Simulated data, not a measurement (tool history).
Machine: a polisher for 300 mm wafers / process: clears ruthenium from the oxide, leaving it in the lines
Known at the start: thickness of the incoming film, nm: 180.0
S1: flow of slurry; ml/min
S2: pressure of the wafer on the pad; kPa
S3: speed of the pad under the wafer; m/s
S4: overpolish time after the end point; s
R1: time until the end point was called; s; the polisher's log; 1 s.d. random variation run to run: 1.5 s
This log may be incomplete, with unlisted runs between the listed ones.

run,hour,S1,S2,S3,S4,R1
1,0,180,17.9,1.16,27,96.344
2,1.3,180,16.5,1.16,27,106.29
3,4.6,215,16.5,1.16,27,103.17
4,9.8,215,16.5,1.04,27,115.36
5,14.6,260,16.5,1.04,27,112.27
6,20.9,260,16.5,1.26,27,93.592
7,22.9,260,14.5,1.26,27,106.61

Expected results for the next run?
8,29.2,260,13.1,1.26,27,?

R1: 116.54 s

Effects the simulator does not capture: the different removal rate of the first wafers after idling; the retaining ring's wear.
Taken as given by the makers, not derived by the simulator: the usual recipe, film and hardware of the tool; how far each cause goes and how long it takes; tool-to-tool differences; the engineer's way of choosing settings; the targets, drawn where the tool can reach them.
